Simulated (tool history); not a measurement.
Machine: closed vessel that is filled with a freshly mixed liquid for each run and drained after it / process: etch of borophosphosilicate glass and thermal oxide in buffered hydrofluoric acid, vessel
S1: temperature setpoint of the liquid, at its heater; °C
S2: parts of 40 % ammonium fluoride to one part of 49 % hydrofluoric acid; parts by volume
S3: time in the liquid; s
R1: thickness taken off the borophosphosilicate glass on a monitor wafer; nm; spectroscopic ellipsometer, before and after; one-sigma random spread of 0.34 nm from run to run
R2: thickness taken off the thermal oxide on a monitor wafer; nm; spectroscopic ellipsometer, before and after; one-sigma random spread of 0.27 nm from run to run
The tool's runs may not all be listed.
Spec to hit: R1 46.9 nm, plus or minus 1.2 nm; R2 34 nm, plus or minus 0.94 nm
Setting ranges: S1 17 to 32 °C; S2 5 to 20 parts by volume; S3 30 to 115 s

run  hour    S1    S2  S3      R1      R2
  1     0    25    12  60   70.05  51.212
  2   3.9    25  15.5  60  55.168  39.555
  3   7.2    28  15.5  60  64.515  47.342
  4   9.9    28    14  60  70.965  51.684
     18.6  -- thermometer replaced
  5  18.6    27    14  60  75.372  54.988
  6  21.8  24.5    14  60  66.672  48.088
  7  29.4    24  14.5  60  61.498  44.371
  8  30.5  23.5  14.5  60  59.386  43.912
  9  32.8    23  14.5  60  59.412  42.413
 10  33.9  22.5  14.5  60  57.358   41.53
 11  37.3    22  14.5  60  55.848  40.303
 12  45.3  21.5  14.5  60  54.176  39.117
 13  48.9    21  14.5  60  52.662  37.921
 14  56.7  19.5  14.5  60   48.57  34.906

Consider the 4 candidate settings below. Which is the only one whose results all fall within their allowed miss of target?
  A  64.5  17.5  15.5  75   ?   ?
  B  64.5  20.5    20  80   ?   ?
  C  64.5    20    12  50   ?   ?
  D  64.5    19    17  70   ?   ?

move      R1      R2
   A  51.077  36.532
   B  50.036  35.896
   C  50.407  36.063
   D   47.32  33.894
A: moves away from the targets compared with the last run
B: moves away from the targets compared with the last run
C: moves away from the targets compared with the last run
D: every result within its allowed miss
D is the move that brings every result within its allowed miss.

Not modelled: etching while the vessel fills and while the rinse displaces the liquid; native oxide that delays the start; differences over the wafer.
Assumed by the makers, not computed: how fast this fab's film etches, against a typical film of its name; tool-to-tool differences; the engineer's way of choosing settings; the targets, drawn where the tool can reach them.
